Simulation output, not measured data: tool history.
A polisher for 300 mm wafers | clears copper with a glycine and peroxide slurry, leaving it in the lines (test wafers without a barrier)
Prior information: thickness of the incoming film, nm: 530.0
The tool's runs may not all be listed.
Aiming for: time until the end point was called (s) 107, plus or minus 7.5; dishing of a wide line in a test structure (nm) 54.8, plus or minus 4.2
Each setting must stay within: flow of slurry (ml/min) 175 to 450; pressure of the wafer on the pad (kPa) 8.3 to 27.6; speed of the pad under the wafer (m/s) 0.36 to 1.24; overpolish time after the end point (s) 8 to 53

run,day,flow of slurry (ml/min),pressure of the wafer on the pad (kPa),speed of the pad under the wafer (m/s),overpolish time after the end point (s),time until the end point was called (s),dishing of a wide line in a test structure (nm)
1,0,290,17.9,0.8,27,138.09,61.941
2,0.042,290,18.6,0.8,26,136.88,62.657
3,0.354,290,18.6,0.8,19,132.42,48.628
4,0.704,290,19.3,0.8,19,135.5,50.574
5,0.917,290,20,0.82,18,125.93,51.87
6,1.046,290,20,0.82,26,129.92,66.028
7,1.112,290,20,0.84,25,123.78,66.485
8,1.162,290,22.1,0.88,12,111.51,41.86
9,1.471,290,22.1,0.88,13,106.15,43.703
10,1.767,290,22.1,0.88,14,112.75,48.855

Consider the 4 candidate settings below. Which is the only one whose results all fall within their allowed miss of target?
A,2.062,290,26.9,0.62,20,?,?
B,2.062,290,22.1,0.84,12,?,?
C,2.062,320,21.4,0.9,17,?,?
D,2.062,240,22.8,0.82,15,?,?

move,time until the end point was called (s),dishing of a wide line in a test structure (nm)
A,122.29,56.526
B,112.22,39.852
C,108.12,53.774
D,113.13,47.442
A: brings the last run's worst result on target, with another outside its allowed miss
B: moves away from the targets compared with the last run
C: meets every target
D: moves away from the targets compared with the last run
The move that meets every target is C.
